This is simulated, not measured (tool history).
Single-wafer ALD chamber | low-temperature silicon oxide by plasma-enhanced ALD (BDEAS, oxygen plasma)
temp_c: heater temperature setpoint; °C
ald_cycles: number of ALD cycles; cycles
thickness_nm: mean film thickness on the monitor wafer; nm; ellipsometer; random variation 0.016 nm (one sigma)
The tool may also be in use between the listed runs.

run 1 hour=0 | temp_c=105 ald_cycles=43 | thickness_nm=5.9392
run 2 hour=3.4 | temp_c=105 ald_cycles=38 | thickness_nm=5.2323
run 3 hour=6.5 | temp_c=103 ald_cycles=39 | thickness_nm=5.3917
run 4 hour=11.4 | temp_c=102 ald_cycles=40 | thickness_nm=5.5353
run 5 hour=19.4 | temp_c=102 ald_cycles=44 | thickness_nm=6.0898
run 6 hour=21.8 | temp_c=101 ald_cycles=44 | thickness_nm=6.121
run 7 hour=26.1 | temp_c=99 ald_cycles=44 | thickness_nm=6.1539

Forecast run 8:
run 8 hour=33.5 | temp_c=97 ald_cycles=44 | thickness_nm=?

Run 8 gave thickness_nm 6.1892 nm.

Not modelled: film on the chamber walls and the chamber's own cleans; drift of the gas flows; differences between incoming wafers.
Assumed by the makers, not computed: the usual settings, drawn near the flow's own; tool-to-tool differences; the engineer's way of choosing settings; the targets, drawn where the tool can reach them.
